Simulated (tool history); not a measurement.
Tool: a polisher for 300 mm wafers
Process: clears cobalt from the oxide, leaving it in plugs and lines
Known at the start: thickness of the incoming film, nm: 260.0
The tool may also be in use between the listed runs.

| run | hour | flow of slurry (ml/min) | pressure of the wafer on the pad (kPa) | speed of the pad under the wafer (cm/s) | overpolish time after the end point (s) | time until the end point was called (s) | dishing of a wide line in a test structure (Å) |
|---|---|---|---|---|---|---|---|
| 1 | 0.0 | 180 | 17.2 | 118 | 9 | 33.089 | 423.46 |
| 2 | 2.1 | 155 | 17.2 | 118 | 9 | 34.920 | 418.32 |
| 3 | 8.1 | 155 | 13.8 | 118 | 9 | 39.164 | 385.67 |
| 4 | 14.5 | 185 | 13.8 | 118 | 9 | 38.596 | 388.17 |
| 5 | 23.4 | 205 | 13.1 | 130 | 8 | 34.692 | 386.68 |
| 6 | 28.7 | 220 | 12.4 | 136 | 7 | 34.254 | 360.65 |
| 7 | 30.6 | 235 | 11.7 | 146 | 6 | 31.897 | 338.47 |
| 8 | 33.4 | 245 | 11.0 | 154 | 5 | 31.976 | 300.84 |
| 9 | 38.7 | 255 | 11.0 | 160 | 5 | 30.593 | 307.67 |
| 10 | 46.0 | 260 | 11.0 | 166 | 5 | 29.766 | 313.57 |
| 11 | 51.3 | 265 | 11.0 | 170 | 5 | 28.347 | 333.86 |

The next listed run, before its measurement:
| 12 | 59.6 | 270 | 11.0 | 174 | 5 | ? | ? |

{"run 12": {"time until the end point was called (s)": 27.678, "dishing of a wide line in a test structure (Å)": 339.46}}
